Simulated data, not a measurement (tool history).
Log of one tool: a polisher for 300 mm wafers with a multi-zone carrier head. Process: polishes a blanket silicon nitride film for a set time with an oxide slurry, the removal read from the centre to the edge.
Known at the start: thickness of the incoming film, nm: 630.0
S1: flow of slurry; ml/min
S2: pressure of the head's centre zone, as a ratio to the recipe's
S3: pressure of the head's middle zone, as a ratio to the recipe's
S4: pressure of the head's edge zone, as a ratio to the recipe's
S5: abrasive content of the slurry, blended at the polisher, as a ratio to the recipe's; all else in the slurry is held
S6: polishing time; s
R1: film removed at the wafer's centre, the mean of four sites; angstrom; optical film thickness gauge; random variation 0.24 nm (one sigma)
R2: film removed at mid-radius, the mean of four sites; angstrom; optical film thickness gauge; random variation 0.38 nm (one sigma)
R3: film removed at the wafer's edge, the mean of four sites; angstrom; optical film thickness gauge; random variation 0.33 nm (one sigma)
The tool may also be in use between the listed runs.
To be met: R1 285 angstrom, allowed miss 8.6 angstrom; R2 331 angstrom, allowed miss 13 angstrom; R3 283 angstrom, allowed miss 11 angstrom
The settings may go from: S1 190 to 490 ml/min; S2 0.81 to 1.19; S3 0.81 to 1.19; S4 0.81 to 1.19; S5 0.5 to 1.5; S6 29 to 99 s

{"run": 1, "hour": 0.0, "S1": 315, "S2": 1, "S3": 1, "S4": 1, "S5": 1, "S6": 64, "R1": 390.31, "R2": 398.03, "R3": 414.34}
{"run": 2, "hour": 2.4, "S1": 315, "S2": 1, "S3": 1, "S4": 1, "S5": 1, "S6": 75, "R1": 451.71, "R2": 465.93, "R3": 466.9}
{"run": 3, "hour": 10.3, "S1": 315, "S2": 1, "S3": 1, "S4": 0.94, "S5": 1, "S6": 75, "R1": 455.01, "R2": 461.82, "R3": 463.12}
{"run": 4, "hour": 19.1, "S1": 315, "S2": 1, "S3": 1, "S4": 0.94, "S5": 1.1, "S6": 75, "R1": 468.92, "R2": 485.7, "R3": 468.71}
{"run": 5, "hour": 27.3, "S1": 320, "S2": 1, "S3": 1.03, "S4": 0.92, "S5": 1.05, "S6": 71, "R1": 446.72, "R2": 462.01, "R3": 435.72}
{"run": 6, "hour": 34.6, "S1": 325, "S2": 0.99, "S3": 1.05, "S4": 0.91, "S5": 1, "S6": 69, "R1": 416.03, "R2": 449.33, "R3": 421.14}
{"run": 7, "hour": 38.4, "S1": 325, "S2": 0.99, "S3": 1.07, "S4": 0.9, "S5": 0.95, "S6": 66, "R1": 389.18, "R2": 423.31, "R3": 390.67}
{"run": 8, "hour": 39.1, "S1": 325, "S2": 0.99, "S3": 1.09, "S4": 0.89, "S5": 0.9, "S6": 65, "R1": 373.11, "R2": 421.57, "R3": 371.55}
{"run": 9, "hour": 41.5, "S1": 320, "S2": 0.99, "S3": 1.09, "S4": 0.88, "S5": 0.85, "S6": 64, "R1": 361.74, "R2": 401.05, "R3": 355.16}
{"run": 10, "hour": 43.8, "S1": 320, "S2": 0.99, "S3": 1.09, "S4": 0.88, "S5": 0.85, "S6": 64, "R1": 365.3, "R2": 407.6, "R3": 352.43}

Which of these 5 next moves meets every target?
{"run": "A", "hour": 46.1, "S1": 340, "S2": 0.93, "S3": 0.95, "S4": 1.05, "S5": 1, "S6": 51, "R1": "?", "R2": "?", "R3": "?"}
{"run": "B", "hour": 46.1, "S1": 355, "S2": 0.98, "S3": 1.04, "S4": 0.94, "S5": 1.15, "S6": 75, "R1": "?", "R2": "?", "R3": "?"}
{"run": "C", "hour": 46.1, "S1": 345, "S2": 0.92, "S3": 1.16, "S4": 0.93, "S5": 0.8, "S6": 50, "R1": "?", "R2": "?", "R3": "?"}
{"run": "D", "hour": 46.1, "S1": 340, "S2": 0.97, "S3": 0.99, "S4": 0.95, "S5": 1.1, "S6": 69, "R1": "?", "R2": "?", "R3": "?"}
{"run": "E", "hour": 46.1, "S1": 290, "S2": 0.97, "S3": 1.12, "S4": 0.86, "S5": 0.7, "S6": 56, "R1": "?", "R2": "?", "R3": "?"}

move=A R1=290.7 R2=307.81 R3=333.31
move=B R1=475.46 R2=514.89 R3=488.85
move=C R1=260.5 R2=330.02 R3=283.54
move=D R1=424.58 R2=445.92 R3=444.21
move=E R1=288.06 R2=336.24 R3=288.41
A: brings the result that was furthest off to its target, and leaves another outside
B: further off than the last run
C: takes the result that was furthest off past its target
D: further off than the last run
E: meets every target
Move E is the one to make.
